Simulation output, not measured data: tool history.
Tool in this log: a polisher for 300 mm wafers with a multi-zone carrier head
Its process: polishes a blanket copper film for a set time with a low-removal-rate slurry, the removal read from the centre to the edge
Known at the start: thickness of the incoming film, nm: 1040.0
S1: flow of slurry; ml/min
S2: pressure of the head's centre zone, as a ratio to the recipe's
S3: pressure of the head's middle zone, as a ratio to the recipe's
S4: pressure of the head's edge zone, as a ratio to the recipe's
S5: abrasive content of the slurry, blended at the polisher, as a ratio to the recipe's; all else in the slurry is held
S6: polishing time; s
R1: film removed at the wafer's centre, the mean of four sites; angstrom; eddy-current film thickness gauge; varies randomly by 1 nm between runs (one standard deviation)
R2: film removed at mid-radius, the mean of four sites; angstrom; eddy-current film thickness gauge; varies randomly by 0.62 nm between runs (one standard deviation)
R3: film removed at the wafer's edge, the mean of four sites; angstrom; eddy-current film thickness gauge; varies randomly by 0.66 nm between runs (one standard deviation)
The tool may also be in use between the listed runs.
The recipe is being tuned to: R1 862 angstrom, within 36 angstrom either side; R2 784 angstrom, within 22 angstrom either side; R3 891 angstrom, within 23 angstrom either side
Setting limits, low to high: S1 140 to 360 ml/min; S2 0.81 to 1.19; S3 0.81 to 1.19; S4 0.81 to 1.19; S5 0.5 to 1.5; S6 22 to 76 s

run  hour   S1    S2    S3    S4    S5  S6      R1      R2      R3
  1     0  230     1     1     1     1  49  1087.6  1082.6  1089.6
  2   4.8  270     1     1     1     1  49  1115.3  1122.3  1115.4
  3    11  270     1     1  1.05     1  49  1088.8  1103.1  1117.4
  4    19  240     1     1  1.05     1  49  1111.3  1089.4  1112.6
  5  26.7  280     1     1  1.05     1  49  1133.7    1115  1136.7
  6  33.5  280     1     1  1.05   1.2  49  1183.1  1165.6  1189.2
  7  41.9  265  0.99  0.96  1.03  1.05  48  1102.2  1051.2  1098.1
  8  48.5  250  0.96  0.93  1.01  0.95  48  1005.6  992.72  1074.6

Below are 5 possible settings for the next run. Only one of them brings all results inside the allowed miss of their targets. Which is it?
  A  55.1  190  1.07  0.84  1.17   1.4  44   ?   ?   ?
  B  55.1  280  0.95  0.87  1.01  0.75  57   ?   ?   ?
  C  55.1  220  1.17  1.03  0.97   1.2  33   ?   ?   ?
  D  55.1  230  0.96  0.87  1.02  0.95  40   ?   ?   ?
  E  55.1  240  1.05   0.9  0.99  0.85  36   ?   ?   ?

move      R1      R2      R3
   A  1113.8   882.4  1110.4
   B    1166  1066.2  1208.9
   C  904.51  773.07  754.11
   D  853.21  773.91  886.26
   E  823.17  700.71  770.06
A: roughly where the last run was
B: further off than the last run
C: the worst result of the last run now meets its target, but another is out of spec
D: each result inside its tolerance
E: carries the result that was furthest off beyond its target, to the other side
Correct choice: D, which meets every target

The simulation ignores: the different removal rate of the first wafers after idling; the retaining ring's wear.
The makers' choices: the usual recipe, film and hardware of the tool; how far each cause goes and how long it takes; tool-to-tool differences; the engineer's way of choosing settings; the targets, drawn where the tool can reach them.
